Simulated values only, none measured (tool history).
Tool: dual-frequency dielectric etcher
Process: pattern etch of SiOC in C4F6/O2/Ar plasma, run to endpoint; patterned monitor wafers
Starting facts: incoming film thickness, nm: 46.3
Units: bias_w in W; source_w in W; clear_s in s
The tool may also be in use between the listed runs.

Run 1, hour 0.0: bias_w 357 W, source_w 430 W. Result: clear_s 17.232 s.
Run 2, hour 0.6: bias_w 357 W, source_w 500 W. Result: clear_s 15.926 s.
Run 3, hour 4.7: bias_w 303 W, source_w 500 W. Result: clear_s 16.881 s.
Run 4, hour 9.5: bias_w 343 W, source_w 500 W. Result: clear_s 16.194 s.
Run 5, hour 12.6: bias_w 343 W, source_w 570 W. Result: clear_s 15.193 s.
Run 6, hour 19.0: bias_w 387 W, source_w 570 W. Result: clear_s 14.558 s.
Run 7, hour 27.1: bias_w 367 W, source_w 540 W. Result: clear_s 15.140 s.
Run 8, hour 28.4: bias_w 350 W, source_w 520 W. Result: clear_s 15.809 s.
Run 9, hour 36.2: bias_w 335 W, source_w 500 W. Result: clear_s 16.396 s.

Run 10, settings as shown, results not yet in. Your forecast:
Run 10, hour 41.5: bias_w 322 W, source_w 480 W. Result: clear_s ?.

Run 10 produced clear_s 16.831 s.
